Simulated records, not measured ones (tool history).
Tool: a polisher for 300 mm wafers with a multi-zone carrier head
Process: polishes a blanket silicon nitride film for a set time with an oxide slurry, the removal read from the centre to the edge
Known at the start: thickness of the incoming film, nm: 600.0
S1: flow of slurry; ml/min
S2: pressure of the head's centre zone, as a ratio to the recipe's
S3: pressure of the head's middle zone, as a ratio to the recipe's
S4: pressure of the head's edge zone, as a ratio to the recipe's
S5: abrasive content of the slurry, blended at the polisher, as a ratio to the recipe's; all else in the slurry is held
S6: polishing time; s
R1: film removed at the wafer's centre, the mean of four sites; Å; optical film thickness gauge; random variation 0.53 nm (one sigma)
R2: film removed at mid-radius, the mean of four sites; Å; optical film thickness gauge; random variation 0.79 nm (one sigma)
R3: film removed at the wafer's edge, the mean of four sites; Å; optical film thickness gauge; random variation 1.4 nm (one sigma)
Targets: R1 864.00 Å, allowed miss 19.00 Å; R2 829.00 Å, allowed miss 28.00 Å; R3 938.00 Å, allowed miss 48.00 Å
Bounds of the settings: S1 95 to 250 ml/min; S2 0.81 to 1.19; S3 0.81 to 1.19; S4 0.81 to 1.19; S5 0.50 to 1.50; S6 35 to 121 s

run  hour   S1    S2    S3    S4    S5  S6      R1      R2      R3
  1   0.0  160  1.00  1.00  1.00  1.00  78  568.05  602.55  593.53
  2   3.7  175  1.00  1.00  1.00  1.00  78  579.43  612.19  593.80
  3   5.7  175  1.00  1.00  1.00  1.10  78  600.66  643.40  609.56
  4  13.0  145  1.00  1.00  1.00  1.10  78  584.22  631.85  617.14
  5  16.0  130  1.03  0.98  1.04  1.20  81  640.83  642.45  683.20
  6  23.5  130  1.03  1.06  1.04  1.20  81  633.36  686.22  662.04
  7  24.1  130  1.04  1.05  1.07  1.30  84  700.77  727.77  713.99
  8  27.9  125  1.04  1.03  1.09  1.35  87  720.76  757.87  786.00
  9  29.1  140  1.05  1.01  1.12  1.40  87  762.74  787.02  807.72
 10  29.7  120  1.05  0.91  1.19  1.50  96  830.00  797.86  948.52
 11  31.8  125  1.05  0.91  1.18  1.50  96  841.65  807.10  932.47

5 next moves are on the table. One of them brings every result within its allowed miss. Which?
  A  33.9  150  1.11  0.87  1.13  1.35   96   ?   ?   ?
  B  33.9  125  1.04  0.89  1.12  1.50   99   ?   ?   ?
  C  33.9  110  1.02  0.84  1.19  1.45  100   ?   ?   ?
  D  33.9  125  0.99  0.91  1.08  1.50  100   ?   ?   ?
  E  33.9   95  1.02  0.89  1.17  1.50  100   ?   ?   ?

move      R1      R2      R3
   A  879.37  772.00  904.70
   B  858.63  819.01  949.35
   C  820.19  773.25  963.48
   D  825.48  838.70  941.27
   E  808.15  791.15  950.75
A: brings the result that was furthest off to its target, and leaves another outside
B: meets every target
C: further off than the last run
D: further off than the last run
E: further off than the last run
The right move is B.
